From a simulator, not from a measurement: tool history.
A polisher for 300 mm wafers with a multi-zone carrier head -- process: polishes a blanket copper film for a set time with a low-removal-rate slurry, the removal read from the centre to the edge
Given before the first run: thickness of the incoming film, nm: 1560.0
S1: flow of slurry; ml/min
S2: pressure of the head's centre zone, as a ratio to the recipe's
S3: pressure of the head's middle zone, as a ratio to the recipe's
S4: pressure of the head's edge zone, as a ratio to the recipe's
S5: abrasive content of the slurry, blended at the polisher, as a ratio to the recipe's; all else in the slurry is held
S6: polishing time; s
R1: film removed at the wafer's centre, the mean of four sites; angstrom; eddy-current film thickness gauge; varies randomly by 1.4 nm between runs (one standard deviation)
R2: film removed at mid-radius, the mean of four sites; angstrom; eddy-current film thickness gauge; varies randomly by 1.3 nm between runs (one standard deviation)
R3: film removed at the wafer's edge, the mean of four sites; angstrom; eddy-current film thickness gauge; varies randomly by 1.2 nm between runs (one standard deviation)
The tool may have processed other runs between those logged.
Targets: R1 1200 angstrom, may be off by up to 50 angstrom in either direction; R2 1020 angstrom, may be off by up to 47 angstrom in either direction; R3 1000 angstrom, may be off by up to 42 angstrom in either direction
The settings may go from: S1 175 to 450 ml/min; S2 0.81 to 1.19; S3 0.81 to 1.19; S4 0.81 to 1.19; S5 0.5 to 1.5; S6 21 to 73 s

run,hour,S1,S2,S3,S4,S5,S6,R1,R2,R3
1,0,290,1,1,1,1,47,867.53,870.22,833.21
2,6.3,260,1,1,1,1,47,840.2,847.26,833.4
3,13.9,265,1.03,1,1.01,1.05,47,889.47,850.31,847.36
4,21,275,1.05,1.01,1.02,1.1,47,891.3,868.75,864.67
5,25.4,285,1.07,1.01,1.01,1.15,48,958.95,894.1,880.48
6,31.3,285,1.11,1.01,1.01,1.15,48,984.43,900.19,879.78
7,34.7,285,1.11,1.01,1.01,1.15,48,999.69,914.37,901.48
8,39.9,290,1.12,1.01,1.01,1.2,48,1036.2,902.25,875.7
9,43.5,290,1.13,1.02,1.02,1.2,48,1027.1,923.86,900.43
10,47.5,295,1.14,1.02,1.03,1.25,48,1047.1,921.64,921.01
11,48.8,300,1.15,1.03,1.03,1.3,48,1046.4,965.85,917.93
12,49.5,300,1.16,1.02,1.03,1.3,49,1068.5,942.88,946.44

Exercise: of the 4 proposed moves below, exactly one satisfies all targets within the stated allowed misses. Which move is it?
A,50.2,320,1.18,0.95,1.03,1.35,48,?,?,?
B,50.2,275,1.16,0.86,1.13,1.3,51,?,?,?
C,50.2,345,1.19,1.03,1.03,1.15,53,?,?,?
D,50.2,285,1.19,0.81,1.08,1.35,52,?,?,?

move,R1,R2,R3
A,1096.3,903.94,924.97
B,1118.1,865.5,1009.4
C,1197.5,1046.7,997.94
D,1181.8,848.79,1017.5
A: closes in on the targets versus the last run, not all within tolerance yet
B: the biggest miss grows against the last run
C: each result inside its tolerance
D: brings the result that was furthest off to its target, and leaves another outside
So the answer is move C, the one that meets all the targets.
